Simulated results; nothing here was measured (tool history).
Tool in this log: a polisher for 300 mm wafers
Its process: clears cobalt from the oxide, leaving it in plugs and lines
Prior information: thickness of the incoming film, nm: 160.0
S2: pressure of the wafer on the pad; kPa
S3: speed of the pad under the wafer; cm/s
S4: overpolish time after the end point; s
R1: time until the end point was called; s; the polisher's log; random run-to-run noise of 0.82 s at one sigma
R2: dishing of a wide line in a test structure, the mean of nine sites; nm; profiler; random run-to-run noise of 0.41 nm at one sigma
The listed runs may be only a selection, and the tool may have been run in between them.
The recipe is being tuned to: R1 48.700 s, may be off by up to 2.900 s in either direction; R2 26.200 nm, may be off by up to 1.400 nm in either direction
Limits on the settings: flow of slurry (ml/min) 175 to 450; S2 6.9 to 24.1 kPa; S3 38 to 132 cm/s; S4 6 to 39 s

run 1 hour=0.0 | flow_of_slurry_(ml/min)=290 S2=15.2 S3=84 S4=20 | R1=40.978 R2=42.219
run 2 hour=5.9 | flow_of_slurry_(ml/min)=290 S2=18.6 S3=84 S4=20 | R1=32.904 R2=45.774
run 3 hour=13.0 | flow_of_slurry_(ml/min)=290 S2=18.6 S3=84 S4=12 | R1=33.135 R2=35.434
run 4 hour=22.0 | flow_of_slurry_(ml/min)=290 S2=17.9 S3=84 S4=11 | R1=34.411 R2=32.302
run 5 hour=30.6 | flow_of_slurry_(ml/min)=290 S2=21.4 S3=84 S4=11 | R1=29.050 R2=34.906
run 6 hour=31.2 | flow_of_slurry_(ml/min)=290 S2=21.4 S3=84 S4=6 | R1=28.823 R2=24.236
run 7 hour=39.6 | flow_of_slurry_(ml/min)=290 S2=20.0 S3=84 S4=6 | R1=30.221 R2=23.508
run 8 hour=46.9 | flow_of_slurry_(ml/min)=290 S2=18.6 S3=82 S4=7 | R1=33.960 R2=24.887
run 9 hour=54.7 | flow_of_slurry_(ml/min)=290 S2=17.2 S3=82 S4=8 | R1=36.755 R2=25.414
run 10 hour=59.7 | flow_of_slurry_(ml/min)=290 S2=16.5 S3=82 S4=9 | R1=37.893 R2=27.714
run 11 hour=67.9 | flow_of_slurry_(ml/min)=290 S2=15.9 S3=82 S4=9 | R1=39.927 R2=26.849
run 12 hour=70.1 | flow_of_slurry_(ml/min)=290 S2=15.2 S3=82 S4=9 | R1=41.449 R2=25.930
run 13 hour=72.0 | flow_of_slurry_(ml/min)=290 S2=12.4 S3=80 S4=14 | R1=50.311 R2=29.868
run 14 hour=73.6 | flow_of_slurry_(ml/min)=290 S2=12.4 S3=80 S4=13 | R1=50.531 R2=28.432
run 15 hour=81.8 | flow_of_slurry_(ml/min)=290 S2=13.1 S3=80 S4=12 | R1=47.841 R2=27.796

Which one of the following 4 next-run settings gets every result inside its allowed miss? There is exactly one.
run A hour=90.0 | flow_of_slurry_(ml/min)=225 S2=15.2 S3=72 S4=14 | R1=? R2=?
run B hour=90.0 | flow_of_slurry_(ml/min)=295 S2=12.4 S3=86 S4=14 | R1=? R2=?
run C hour=90.0 | flow_of_slurry_(ml/min)=320 S2=13.8 S3=70 S4=11 | R1=? R2=?
run D hour=90.0 | flow_of_slurry_(ml/min)=340 S2=15.2 S3=60 S4=14 | R1=? R2=?

move=A R1=44.957 R2=32.303
move=B R1=47.657 R2=31.146
move=C R1=48.139 R2=26.250
move=D R1=47.424 R2=31.247
A: misses by more than the last run did
B: misses by more than the last run did
C: each result inside its tolerance
D: misses by more than the last run did
The right move is C.
